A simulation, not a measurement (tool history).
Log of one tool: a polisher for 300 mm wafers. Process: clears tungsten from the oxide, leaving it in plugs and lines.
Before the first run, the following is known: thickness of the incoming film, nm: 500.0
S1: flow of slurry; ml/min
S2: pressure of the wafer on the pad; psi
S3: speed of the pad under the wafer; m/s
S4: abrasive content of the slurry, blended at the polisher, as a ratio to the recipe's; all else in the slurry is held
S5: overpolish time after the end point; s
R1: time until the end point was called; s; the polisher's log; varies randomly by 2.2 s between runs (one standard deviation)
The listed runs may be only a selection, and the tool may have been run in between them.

Run 1, hour 0: S1 210 ml/min, S2 4.8 psi, S3 0.9 m/s, S4 1, S5 42 s. Result: R1 113.69 s.
Run 2, hour 6.8: S1 210 ml/min, S2 4.6 psi, S3 0.9 m/s, S4 1, S5 42 s. Result: R1 118.31 s.
Run 3, hour 15.2: S1 210 ml/min, S2 4.6 psi, S3 0.8 m/s, S4 1, S5 42 s. Result: R1 133.54 s.
Run 4, hour 19.3: S1 210 ml/min, S2 4.6 psi, S3 0.8 m/s, S4 1, S5 42 s. Result: R1 132.74 s.
Run 5, hour 27: S1 210 ml/min, S2 4.5 psi, S3 0.8 m/s, S4 1, S5 42 s. Result: R1 135.21 s.
Run 6, hour 33.7: S1 210 ml/min, S2 4.4 psi, S3 0.8 m/s, S4 1, S5 42 s. Result: R1 137.26 s.
Run 7, hour 36.7: S1 210 ml/min, S2 4.3 psi, S3 0.8 m/s, S4 1, S5 42 s. Result: R1 144.36 s.

Run 8, settings as shown, results not yet in. Your forecast:
Run 8, hour 39.9: S1 210 ml/min, S2 4.2 psi, S3 0.8 m/s, S4 1, S5 42 s. Result: R1 ?.

{"run 8": {"R1": 145.77}}
